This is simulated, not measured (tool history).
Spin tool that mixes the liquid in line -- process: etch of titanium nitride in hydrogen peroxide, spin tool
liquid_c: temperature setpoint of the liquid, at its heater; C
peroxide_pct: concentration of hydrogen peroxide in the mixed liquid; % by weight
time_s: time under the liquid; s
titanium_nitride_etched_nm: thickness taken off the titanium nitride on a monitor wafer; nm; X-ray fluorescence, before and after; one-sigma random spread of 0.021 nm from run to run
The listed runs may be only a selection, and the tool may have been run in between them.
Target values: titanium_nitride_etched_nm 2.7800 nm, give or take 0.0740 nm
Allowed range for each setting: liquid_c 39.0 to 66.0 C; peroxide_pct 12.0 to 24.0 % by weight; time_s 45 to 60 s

run	day	liquid_c	peroxide_pct	time_s	titanium_nitride_etched_nm
1	0.000	55.0	16.0	60	4.5233
2	0.050	55.0	19.5	60	4.7384
3	0.162	55.0	19.5	45	3.5405
4	0.371	54.0	19.5	45	3.3251
5	0.650	53.5	19.5	45	3.2001
6	0.962	53.5	19.5	60	4.2333
7	1.308	51.5	19.5	60	3.7188
8	1.579	50.0	19.5	60	3.3033
9	1.775	50.0	19.5	60	3.3243
10	1.938	49.0	19.5	60	3.0974
11	2.175	47.0	19.5	60	2.6665

Of the 5 settings listed for the next run, only one would bring every result within its allowed miss of target. Which one?
A	2.412	48.5	21.5	55	?
B	2.412	49.5	19.5	50	?
C	2.412	47.5	22.0	55	?
D	2.412	49.0	19.0	50	?
E	2.412	47.5	19.0	55	?

move	titanium_nitride_etched_nm
A	2.7979
B	2.6785
C	2.6135
D	2.5688
E	2.5325
A: each result inside its tolerance
B: closer than the last run, but not yet in spec
C: further off than the last run
D: further off than the last run
E: further off than the last run
Answer: A
